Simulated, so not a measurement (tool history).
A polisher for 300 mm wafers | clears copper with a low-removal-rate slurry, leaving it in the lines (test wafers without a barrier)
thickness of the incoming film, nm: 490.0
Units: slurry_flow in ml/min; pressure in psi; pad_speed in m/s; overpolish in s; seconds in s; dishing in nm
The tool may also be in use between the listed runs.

| run | day | slurry_flow | pressure | pad_speed | slurry_solids | overpolish | seconds | dishing |
|---|---|---|---|---|---|---|---|---|
| 1 | 0 | 285 | 3.3 | 1.28 | 1 | 22 | 115.61 | 53.055 |
| 2 | 0.042 | 285 | 3 | 1.28 | 1 | 22 | 124.76 | 47.576 |
| 3 | 0.196 | 285 | 3 | 1.28 | 0.8 | 22 | 131.21 | 47.152 |
| 4 | 0.3 | 285 | 3.2 | 1.28 | 0.8 | 22 | 116.9 | 49.946 |
| 5 | 0.333 | 285 | 3.3 | 1.28 | 0.8 | 23 | 114.66 | 52.266 |
| 6 | 0.362 | 285 | 3.3 | 1.28 | 0.8 | 31 | 117.25 | 65.661 |
| 7 | 0.721 | 285 | 3.4 | 1.28 | 0.8 | 31 | 115.3 | 65.934 |
| 8 | 0.812 | 285 | 3.5 | 1.28 | 0.8 | 31 | 115.06 | 67.028 |
| 9 | 1.154 | 285 | 3.6 | 1.28 | 0.8 | 30 | 108.52 | 67.939 |
| 10 | 1.438 | 285 | 3.7 | 1.28 | 0.8 | 30 | 105.02 | 68.49 |
| 11 | 1.721 | 285 | 3.8 | 1.28 | 0.8 | 30 | 103.73 | 71.817 |
| 12 | 1.85 | 285 | 3.8 | 1.28 | 0.8 | 30 | 108.35 | 70.007 |
| 13 | 2.179 | 285 | 3.9 | 1.3 | 0.8 | 29 | 100.34 | 69.971 |
| 14 | 2.367 | 285 | 4 | 1.3 | 0.8 | 29 | 97.555 | 70.824 |
| 15 | 2.604 | 285 | 4.1 | 1.3 | 0.8 | 29 | 92.564 | 75.472 |
| 16 | 2.771 | 285 | 4.1 | 1.3 | 0.8 | 29 | 95.784 | 74.576 |

Forecast run 17:
| 17 | 3.079 | 285 | 4.2 | 1.3 | 0.8 | 29 | ? | ? |

{"run 17": {"seconds": 92.47, "dishing": 76.044}}
